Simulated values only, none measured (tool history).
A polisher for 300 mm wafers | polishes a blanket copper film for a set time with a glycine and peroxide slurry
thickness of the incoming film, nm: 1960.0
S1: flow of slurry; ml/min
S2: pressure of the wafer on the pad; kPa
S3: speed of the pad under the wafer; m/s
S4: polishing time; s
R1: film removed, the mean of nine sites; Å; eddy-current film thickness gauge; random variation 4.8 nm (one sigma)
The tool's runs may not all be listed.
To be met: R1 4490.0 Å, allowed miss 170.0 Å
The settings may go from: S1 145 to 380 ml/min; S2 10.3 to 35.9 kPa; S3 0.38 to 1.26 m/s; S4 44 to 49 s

run,day,S1,S2,S3,S4,R1
1,0.000,245,22.8,0.82,49,3144.1
2,0.188,245,22.8,1.02,49,3802.3
3,0.400,245,22.8,1.02,44,3298.4
4,0.654,245,25.5,1.02,44,3658.3
5,0.829,245,27.6,1.02,44,3897.8
6,0.933,245,21.4,1.02,44,3084.8
7,0.979,245,24.1,1.02,44,3488.7
8,1.342,245,26.2,1.02,44,3678.9
9,1.612,245,28.3,1.02,44,3923.9
10,1.854,245,29.6,1.02,44,4175.3
11,2.050,245,30.3,1.02,44,4180.4

Which of these 4 next moves meets every target?
A,2.246,290,24.1,1.04,48,?
B,2.246,235,29.6,0.82,49,?
C,2.246,235,28.3,0.96,44,?
D,2.246,230,32.4,1.00,45,?

move,R1
A,3914.5
B,3926.1
C,3806.5
D,4519.9
A: further off than the last run
B: further off than the last run
C: further off than the last run
D: meets every target
Answer: D
